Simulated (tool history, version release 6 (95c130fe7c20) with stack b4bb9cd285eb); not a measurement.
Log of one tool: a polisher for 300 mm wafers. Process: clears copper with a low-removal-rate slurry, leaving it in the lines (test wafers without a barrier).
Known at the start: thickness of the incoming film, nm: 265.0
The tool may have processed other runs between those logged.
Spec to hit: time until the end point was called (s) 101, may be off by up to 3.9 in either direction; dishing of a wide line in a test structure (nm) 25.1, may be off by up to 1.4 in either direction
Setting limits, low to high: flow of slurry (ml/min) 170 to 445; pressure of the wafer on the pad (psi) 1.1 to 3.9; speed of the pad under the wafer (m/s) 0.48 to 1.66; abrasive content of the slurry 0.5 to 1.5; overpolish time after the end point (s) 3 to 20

run,hour,flow of slurry (ml/min),pressure of the wafer on the pad (psi),speed of the pad under the wafer (m/s),abrasive content of the slurry,overpolish time after the end point (s),time until the end point was called (s),dishing of a wide line in a test structure (nm)
1,0,285,2.5,1.06,1,10,95.654,17.905
2,5.9,285,2.5,1.06,1.1,10,96.237,18.121
3,13.6,285,2.5,1.06,1.1,11,95.69,19.831
4,18.3,285,2.5,1.06,1.1,12,94.382,21.662
5,19.6,285,2.5,1.3,1.1,12,76.655,24.4
6,21.4,285,2.3,1.28,1.1,13,84.938,23.933
7,26.9,285,2.3,1.28,1.1,13,83.06,23.663
8,30.4,280,1.8,1.26,1.1,16,106.73,22.984

Which one of the following 5 next-run settings gets every result inside its allowed miss? There is exactly one.
A,33.9,285,2,1.26,1,16,?,?
B,33.9,300,1.8,1.36,1.15,14,?,?
C,33.9,240,1.6,1.48,1.35,15,?,?
D,33.9,340,1.7,1.44,1.05,14,?,?
E,33.9,300,1.8,1.36,1,14,?,?

move,time until the end point was called (s),dishing of a wide line in a test structure (nm)
A,100.99,24.21
B,100.55,21.746
C,102.7,22.36
D,101.11,21.562
E,103.23,21.303
A: all results in spec
B: lands further from the targets than the last run did
C: lands further from the targets than the last run did
D: lands further from the targets than the last run did
E: lands further from the targets than the last run did
The move that meets every target is A.

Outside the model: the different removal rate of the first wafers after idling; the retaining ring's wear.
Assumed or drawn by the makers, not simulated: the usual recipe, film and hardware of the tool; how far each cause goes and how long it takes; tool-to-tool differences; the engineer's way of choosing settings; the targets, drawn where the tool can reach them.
